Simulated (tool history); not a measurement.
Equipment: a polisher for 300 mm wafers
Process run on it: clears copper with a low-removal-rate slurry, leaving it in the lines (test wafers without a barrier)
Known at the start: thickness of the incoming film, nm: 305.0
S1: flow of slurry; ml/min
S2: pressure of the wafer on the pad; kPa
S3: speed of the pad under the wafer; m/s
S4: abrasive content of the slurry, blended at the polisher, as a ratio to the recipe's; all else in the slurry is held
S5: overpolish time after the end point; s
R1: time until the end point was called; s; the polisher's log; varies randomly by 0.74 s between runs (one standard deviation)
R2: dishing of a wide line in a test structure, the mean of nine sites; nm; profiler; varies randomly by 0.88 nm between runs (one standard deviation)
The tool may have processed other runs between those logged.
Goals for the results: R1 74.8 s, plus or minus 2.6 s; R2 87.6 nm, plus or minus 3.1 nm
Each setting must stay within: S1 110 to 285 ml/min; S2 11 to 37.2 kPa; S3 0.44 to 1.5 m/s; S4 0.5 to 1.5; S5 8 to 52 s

run,hour,S1,S2,S3,S4,S5,R1,R2
1,0,180,24.1,0.96,1,26,83.978,65.694
2,2.1,180,24.1,0.96,1,16,81.352,42.527
3,10.5,140,24.1,0.96,1,16,87.978,41.387
4,17.5,135,25.5,0.96,1,19,82.496,49.809
5,25.2,135,25.5,0.96,0.85,19,86.909,48.017
6,26.9,135,25.5,0.96,0.7,19,92.257,45.353
7,28.2,130,26.9,0.96,0.7,21,87.712,52.826
8,33.3,135,27.6,0.96,0.7,23,84.597,56.742
9,36.1,135,28.3,0.96,0.7,25,82.052,61.712
10,43.3,140,29,0.96,0.7,27,80.094,69.143
11,45.5,145,29,0.96,0.7,28,79.024,70.31
12,46.4,145,29,0.96,0.7,29,79.617,73.134
13,53.8,150,29,0.96,0.7,30,78.897,75.771

Which one of the following 5 next-run settings gets every result inside its allowed miss? There is exactly one.
A,61.2,175,31,0.8,0.9,23,?,?
B,61.2,155,26.9,0.98,0.65,24,?,?
C,61.2,110,31,1.14,0.5,34,?,?
D,61.2,120,26.2,1.08,0.7,25,?,?
E,61.2,200,23.4,1.18,0.9,25,?,?

move,R1,R2
A,81.101,61.817
B,85.656,60.699
C,75.293,88.004
D,82.805,64.294
E,71.591,71.271
A: lands further from the targets than the last run did
B: lands further from the targets than the last run did
C: every result within its allowed miss
D: lands further from the targets than the last run did
E: lands further from the targets than the last run did
Go with C: it meets all targets.
